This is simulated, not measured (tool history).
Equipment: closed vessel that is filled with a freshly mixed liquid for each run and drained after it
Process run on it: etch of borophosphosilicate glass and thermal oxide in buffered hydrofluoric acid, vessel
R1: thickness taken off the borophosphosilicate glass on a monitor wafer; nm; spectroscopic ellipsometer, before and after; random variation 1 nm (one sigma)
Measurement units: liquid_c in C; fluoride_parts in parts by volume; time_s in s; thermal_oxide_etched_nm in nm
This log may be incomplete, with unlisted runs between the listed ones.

run 1 day=0.000 | liquid_c=24.0 fluoride_parts=9.5 time_s=60 | R1=95.071 thermal_oxide_etched_nm=69.260
run 2 day=0.158 | liquid_c=25.0 fluoride_parts=9.5 time_s=60 | R1=100.150 thermal_oxide_etched_nm=73.569
run 3 day=0.483 | liquid_c=25.0 fluoride_parts=8.0 time_s=60 | R1=117.670 thermal_oxide_etched_nm=86.071
run 4 day=0.654 | liquid_c=25.5 fluoride_parts=8.0 time_s=60 | R1=119.700 thermal_oxide_etched_nm=88.004
run 5 day=0.846 | liquid_c=23.0 fluoride_parts=8.0 time_s=60 | R1=105.850 thermal_oxide_etched_nm=76.169
run 6 day=1.000 | liquid_c=26.0 fluoride_parts=8.0 time_s=60 | R1=123.370 thermal_oxide_etched_nm=90.614
run 7 day=1.308 | liquid_c=26.5 fluoride_parts=8.0 time_s=60 | R1=127.300 thermal_oxide_etched_nm=92.632

What will run 8 give?
run 8 day=1.333 | liquid_c=26.5 fluoride_parts=8.0 time_s=60 | R1=? thermal_oxide_etched_nm=?

Run 8 produced R1 127.850 nm, thermal_oxide_etched_nm 91.981 nm.
